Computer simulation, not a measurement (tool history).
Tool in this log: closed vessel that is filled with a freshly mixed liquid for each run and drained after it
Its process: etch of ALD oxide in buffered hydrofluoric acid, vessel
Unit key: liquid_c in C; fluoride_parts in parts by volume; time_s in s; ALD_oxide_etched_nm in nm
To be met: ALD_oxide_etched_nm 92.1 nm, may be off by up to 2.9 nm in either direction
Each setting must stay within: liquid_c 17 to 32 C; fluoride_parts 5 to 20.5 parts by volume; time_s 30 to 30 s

run  hour  liquid_c  fluoride_parts  time_s  ALD_oxide_etched_nm
  1     0        24            12.5      30               62.966
  2   3.4      25.5            12.5      30                   67
  3   7.3        27            12.5      30               74.012
  4  15.3        28            12.5      30               77.056
  5  21.3        29            12.5      30                82.42
  6  26.4        29            12.5      30               82.452
  7  34.7      29.5            12.5      30               85.482
  8  40.7        30            12.5      30               85.766

Pick the move, out of 4, that brings all results within their allowed miss; only one does.
  A  46.7        32            14.5      30                    ?
  B  46.7      31.5            15.5      30                    ?
  C  46.7      30.5            14.5      30                    ?
  D  46.7        31            12.5      30                    ?

move  ALD_oxide_etched_nm
   A                81.98
   B               74.826
   C                75.81
   D               89.973
A: the biggest miss grows against the last run
B: the biggest miss grows against the last run
C: the biggest miss grows against the last run
D: each result inside its tolerance
Correct choice: D, which meets every target

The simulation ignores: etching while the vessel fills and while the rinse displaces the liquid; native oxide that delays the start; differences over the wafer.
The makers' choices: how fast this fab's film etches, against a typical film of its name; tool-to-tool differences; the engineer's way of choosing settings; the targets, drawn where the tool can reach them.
